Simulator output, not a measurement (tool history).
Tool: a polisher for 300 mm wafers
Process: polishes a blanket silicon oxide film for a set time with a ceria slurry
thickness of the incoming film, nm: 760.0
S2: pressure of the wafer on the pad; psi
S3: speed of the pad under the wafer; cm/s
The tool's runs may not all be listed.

{"run": 1, "hour": 0.0, "flow of slurry (ml/min)": 185, "S2": 2.8, "S3": 94, "polishing time (s)": 27, "film removed (angstrom)": 941.21}
{"run": 2, "hour": 4.8, "flow of slurry (ml/min)": 185, "S2": 2.4, "S3": 92, "polishing time (s)": 27, "film removed (angstrom)": 818.48}
{"run": 3, "hour": 6.4, "flow of slurry (ml/min)": 210, "S2": 2.4, "S3": 92, "polishing time (s)": 27, "film removed (angstrom)": 833.67}
{"run": 4, "hour": 8.2, "flow of slurry (ml/min)": 235, "S2": 2.4, "S3": 92, "polishing time (s)": 27, "film removed (angstrom)": 847.63}
{"run": 5, "hour": 9.4, "flow of slurry (ml/min)": 235, "S2": 2.4, "S3": 92, "polishing time (s)": 24, "film removed (angstrom)": 748.95}
{"run": 6, "hour": 15.0, "flow of slurry (ml/min)": 235, "S2": 2.4, "S3": 92, "polishing time (s)": 27, "film removed (angstrom)": 829.61}

The next listed run, before its measurement:
{"hour": 16.5, "done": "slurry nozzle cleaned"}
{"run": 7, "hour": 16.5, "flow of slurry (ml/min)": 235, "S2": 2.1, "S3": 88, "polishing time (s)": 27, "film removed (angstrom)": "?"}

{"run 7": {"film removed (angstrom)": 781.89}}
